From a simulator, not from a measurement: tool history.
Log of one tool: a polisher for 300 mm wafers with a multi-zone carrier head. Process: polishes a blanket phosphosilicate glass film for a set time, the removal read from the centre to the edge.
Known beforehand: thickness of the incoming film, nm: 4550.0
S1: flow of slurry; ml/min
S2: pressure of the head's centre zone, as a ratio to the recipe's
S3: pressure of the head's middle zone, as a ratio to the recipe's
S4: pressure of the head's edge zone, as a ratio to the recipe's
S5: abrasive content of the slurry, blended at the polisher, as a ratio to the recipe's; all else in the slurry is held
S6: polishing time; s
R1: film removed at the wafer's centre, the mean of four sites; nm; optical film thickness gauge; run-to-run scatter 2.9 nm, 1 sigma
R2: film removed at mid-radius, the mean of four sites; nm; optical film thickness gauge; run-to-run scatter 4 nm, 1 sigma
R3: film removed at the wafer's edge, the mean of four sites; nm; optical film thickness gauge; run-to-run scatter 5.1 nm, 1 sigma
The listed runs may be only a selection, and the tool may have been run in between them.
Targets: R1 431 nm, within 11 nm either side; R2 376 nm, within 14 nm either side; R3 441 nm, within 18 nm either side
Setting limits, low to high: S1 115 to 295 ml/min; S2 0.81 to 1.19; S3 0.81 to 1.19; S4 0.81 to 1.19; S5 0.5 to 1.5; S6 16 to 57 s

run	day	S1	S2	S3	S4	S5	S6	R1	R2	R3
1	0	190	1	1	1	1	36	310.68	305.88	315.5
2	0.288	195	1.02	0.98	1.06	1.15	36	340.7	318.45	341.56
3	0.55	195	1.02	0.98	1	1.15	36	341.15	325.55	336.18
4	0.9	200	1.02	0.96	1.05	1.25	37	368.06	335.37	371.04
5	1.021	215	1.02	0.96	1.08	1.35	37	382.9	353.12	392.73
6	1.354	250	1.02	0.96	1.08	1.35	37	389.98	357.18	383.69
7	1.667	235	1.03	0.96	1.1	1.4	37	391.42	358.97	404.92
8	1.829	235	1.03	0.96	1.1	1.4	37	390.73	361.77	398.14

Exercise: of the 5 proposed moves below, exactly one satisfies all targets within the stated allowed misses. Which move is it?
A	1.992	255	1	0.96	1.14	1.4	34	?	?	?
B	1.992	230	1.03	0.91	1.08	1.5	37	?	?	?
C	1.992	205	0.86	0.92	1.18	1.4	41	?	?	?
D	1.992	205	1.01	0.89	1.09	1.45	41	?	?	?
E	1.992	255	1.11	0.93	1.09	1.3	41	?	?	?

move	R1	R2	R3
A	354.45	339.44	371.66
B	401.06	358.69	400.98
C	365.74	385.43	448.04
D	424.73	379.95	436.28
E	453.57	386.53	425.15
A: lands further from the targets than the last run did
B: closer than the last run, but not yet in spec
C: lands further from the targets than the last run did
D: all results land within tolerance of their targets
E: moves the result that the last run missed by most past its target, out the other side
Correct choice: D, which meets every target

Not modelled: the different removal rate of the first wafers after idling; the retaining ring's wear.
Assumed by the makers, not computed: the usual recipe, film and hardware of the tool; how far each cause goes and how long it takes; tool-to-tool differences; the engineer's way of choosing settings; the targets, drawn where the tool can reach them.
